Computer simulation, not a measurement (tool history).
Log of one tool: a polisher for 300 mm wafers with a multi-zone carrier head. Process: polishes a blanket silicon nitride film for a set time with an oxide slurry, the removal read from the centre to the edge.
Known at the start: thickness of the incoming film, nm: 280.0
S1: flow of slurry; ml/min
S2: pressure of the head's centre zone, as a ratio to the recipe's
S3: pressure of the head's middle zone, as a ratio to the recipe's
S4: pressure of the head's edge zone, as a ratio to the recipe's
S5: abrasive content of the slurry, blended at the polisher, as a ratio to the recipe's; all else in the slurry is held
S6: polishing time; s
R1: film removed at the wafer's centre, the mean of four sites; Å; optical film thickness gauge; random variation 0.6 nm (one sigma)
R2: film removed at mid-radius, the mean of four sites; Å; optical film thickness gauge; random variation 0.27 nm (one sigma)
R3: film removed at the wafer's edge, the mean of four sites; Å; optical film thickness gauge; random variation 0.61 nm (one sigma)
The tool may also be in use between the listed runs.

run,day,S1,S2,S3,S4,S5,S6,R1,R2,R3
1,0.000,280,1.00,1.00,1.00,1.00,69,555.32,546.82,546.14
2,0.317,280,1.00,0.98,0.98,0.95,69,544.73,527.16,527.75
3,0.396,280,1.00,0.98,0.98,0.95,53,422.13,403.36,407.32
4,0.762,285,1.01,0.98,0.99,0.95,53,423.00,405.76,402.24
5,0.958,285,1.02,0.98,1.00,0.95,53,431.87,404.83,416.22
6,0.992,290,1.03,0.98,1.00,0.95,53,436.06,406.83,402.86
7,1.221,290,1.03,0.98,1.01,0.95,53,440.86,410.00,411.96
8,1.254,295,1.03,0.98,1.02,0.95,53,437.33,411.04,406.79
9,1.562,285,1.03,0.98,1.02,0.95,53,434.02,404.98,411.56
10,1.717,285,1.04,0.98,1.03,0.95,53,439.42,408.60,417.98
11,1.979,285,1.05,0.98,1.04,0.95,53,431.59,405.56,417.72

Forecast run 12:
12,2.071,290,1.06,0.98,1.05,0.95,53,?,?,?

{"run 12": {"R1": 443.27, "R2": 407.87, "R3": 425.07}}

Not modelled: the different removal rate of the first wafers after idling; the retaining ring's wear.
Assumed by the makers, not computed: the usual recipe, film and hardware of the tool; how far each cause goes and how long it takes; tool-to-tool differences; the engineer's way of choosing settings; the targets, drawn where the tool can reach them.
